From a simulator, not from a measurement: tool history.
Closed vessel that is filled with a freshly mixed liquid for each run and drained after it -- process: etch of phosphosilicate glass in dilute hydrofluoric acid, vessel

run,hour,temperature setpoint of the liquid (C),parts of water to one part of 49 % hydrofluoric acid (parts by volume),time in the liquid (s),thickness taken off the phosphosilicate glass on a monitor wafer (nm)
1,0.0,22.0,190,30,13.950
2,3.4,22.0,135,30,20.742
3,9.8,20.5,140,30,18.680
4,14.3,19.5,140,30,18.058
5,22.8,19.5,140,30,17.947
6,29.8,19.5,190,30,12.558
7,32.1,21.5,190,30,13.634

For run 8, what comes out?
8,35.6,23.0,190,30,?

thickness taken off the phosphosilicate glass on a monitor wafer (nm): 14.475
